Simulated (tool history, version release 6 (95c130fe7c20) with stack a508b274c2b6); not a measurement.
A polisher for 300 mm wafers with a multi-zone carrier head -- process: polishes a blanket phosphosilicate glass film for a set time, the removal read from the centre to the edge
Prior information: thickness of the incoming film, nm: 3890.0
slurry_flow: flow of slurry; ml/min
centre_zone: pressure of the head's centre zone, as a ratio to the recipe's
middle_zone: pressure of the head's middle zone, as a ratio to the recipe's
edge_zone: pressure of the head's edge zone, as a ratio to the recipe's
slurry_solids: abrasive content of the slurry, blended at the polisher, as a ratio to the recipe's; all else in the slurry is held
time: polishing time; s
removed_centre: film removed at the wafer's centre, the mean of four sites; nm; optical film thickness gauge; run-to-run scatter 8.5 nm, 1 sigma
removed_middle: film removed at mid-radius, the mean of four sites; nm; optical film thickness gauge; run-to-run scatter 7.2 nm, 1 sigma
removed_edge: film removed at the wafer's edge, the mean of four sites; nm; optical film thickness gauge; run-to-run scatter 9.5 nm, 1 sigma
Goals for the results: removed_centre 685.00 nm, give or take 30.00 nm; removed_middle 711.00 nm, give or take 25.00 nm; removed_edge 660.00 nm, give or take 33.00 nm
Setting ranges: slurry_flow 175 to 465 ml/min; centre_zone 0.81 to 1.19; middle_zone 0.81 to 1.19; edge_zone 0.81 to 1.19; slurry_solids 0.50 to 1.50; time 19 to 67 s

run 1 day=0.000 | slurry_flow=295 centre_zone=1.00 middle_zone=1.00 edge_zone=1.00 slurry_solids=1.00 time=43 | removed_centre=440.72 removed_middle=437.27 removed_edge=441.89
run 2 day=0.250 | slurry_flow=295 centre_zone=1.00 middle_zone=1.00 edge_zone=1.08 slurry_solids=1.00 time=43 | removed_centre=435.83 removed_middle=448.54 removed_edge=472.61
run 3 day=0.517 | slurry_flow=295 centre_zone=1.00 middle_zone=1.00 edge_zone=1.08 slurry_solids=0.90 time=43 | removed_centre=409.25 removed_middle=410.16 removed_edge=428.04
run 4 day=0.796 | slurry_flow=230 centre_zone=1.00 middle_zone=1.00 edge_zone=1.08 slurry_solids=0.90 time=43 | removed_centre=393.63 removed_middle=395.52 removed_edge=422.35
run 5 day=1.154 | slurry_flow=230 centre_zone=1.00 middle_zone=1.00 edge_zone=1.08 slurry_solids=0.90 time=49 | removed_centre=449.65 removed_middle=451.51 removed_edge=483.06
run 6 day=1.217 | slurry_flow=250 centre_zone=1.03 middle_zone=1.03 edge_zone=1.09 slurry_solids=0.95 time=49 | removed_centre=502.03 removed_middle=488.51 removed_edge=503.63
run 7 day=1.475 | slurry_flow=265 centre_zone=1.03 middle_zone=1.05 edge_zone=1.10 slurry_solids=1.00 time=49 | removed_centre=505.39 removed_middle=505.74 removed_edge=511.49
run 8 day=1.596 | slurry_flow=280 centre_zone=1.04 middle_zone=1.06 edge_zone=1.11 slurry_solids=1.05 time=49 | removed_centre=528.06 removed_middle=538.07 removed_edge=555.58
run 9 day=1.958 | slurry_flow=300 centre_zone=1.06 middle_zone=1.08 edge_zone=1.11 slurry_solids=1.10 time=49 | removed_centre=558.01 removed_middle=562.36 removed_edge=553.29
run 10 day=2.125 | slurry_flow=310 centre_zone=1.07 middle_zone=1.09 edge_zone=1.12 slurry_solids=1.15 time=49 | removed_centre=561.91 removed_middle=569.45 removed_edge=574.86
run 11 day=2.358 | slurry_flow=320 centre_zone=1.08 middle_zone=1.11 edge_zone=1.12 slurry_solids=1.20 time=49 | removed_centre=586.94 removed_middle=599.45 removed_edge=596.81
run 12 day=2.688 | slurry_flow=330 centre_zone=1.09 middle_zone=1.12 edge_zone=1.12 slurry_solids=1.25 time=49 | removed_centre=612.16 removed_middle=609.33 removed_edge=612.74
run 13 day=2.912 | slurry_flow=335 centre_zone=1.09 middle_zone=1.13 edge_zone=1.11 slurry_solids=1.25 time=49 | removed_centre=616.46 removed_middle=618.46 removed_edge=589.85
run 14 day=2.975 | slurry_flow=340 centre_zone=1.09 middle_zone=1.14 edge_zone=1.12 slurry_solids=1.30 time=49 | removed_centre=626.75 removed_middle=635.88 removed_edge=630.38
run 15 day=3.304 | slurry_flow=345 centre_zone=1.09 middle_zone=1.15 edge_zone=1.11 slurry_solids=1.30 time=49 | removed_centre=616.55 removed_middle=635.48 removed_edge=613.17
run 16 day=3.362 | slurry_flow=350 centre_zone=1.09 middle_zone=1.16 edge_zone=1.11 slurry_solids=1.35 time=49 | removed_centre=652.84 removed_middle=647.30 removed_edge=613.59
run 17 day=3.542 | slurry_flow=355 centre_zone=1.08 middle_zone=1.17 edge_zone=1.11 slurry_solids=1.35 time=49 | removed_centre=630.04 removed_middle=646.97 removed_edge=613.82

Of the 4 settings listed for the next run, only one would bring every result within its allowed miss of target. Which one?
run A day=3.721 | slurry_flow=350 centre_zone=1.17 middle_zone=1.17 edge_zone=1.01 slurry_solids=1.25 time=52 | removed_centre=? removed_middle=? removed_edge=?
run B day=3.721 | slurry_flow=380 centre_zone=1.08 middle_zone=1.18 edge_zone=1.11 slurry_solids=1.35 time=52 | removed_centre=? removed_middle=? removed_edge=?
run C day=3.721 | slurry_flow=330 centre_zone=1.15 middle_zone=1.19 edge_zone=0.88 slurry_solids=1.25 time=55 | removed_centre=? removed_middle=? removed_edge=?
run D day=3.721 | slurry_flow=390 centre_zone=1.01 middle_zone=1.10 edge_zone=1.16 slurry_solids=1.30 time=51 | removed_centre=? removed_middle=? removed_edge=?

move=A removed_centre=695.71 removed_middle=686.87 removed_edge=621.12
move=B removed_centre=675.40 removed_middle=720.01 removed_edge=676.93
move=C removed_centre=720.36 removed_middle=731.49 removed_edge=613.14
move=D removed_centre=615.37 removed_middle=662.98 removed_edge=669.74
A: gets the furthest-off result to its target, but another result is out of tolerance
B: all results land within tolerance of their targets
C: gets the furthest-off result to its target, but another result is out of tolerance
D: an improvement on the last run, though not all results are within tolerance
Answer: B
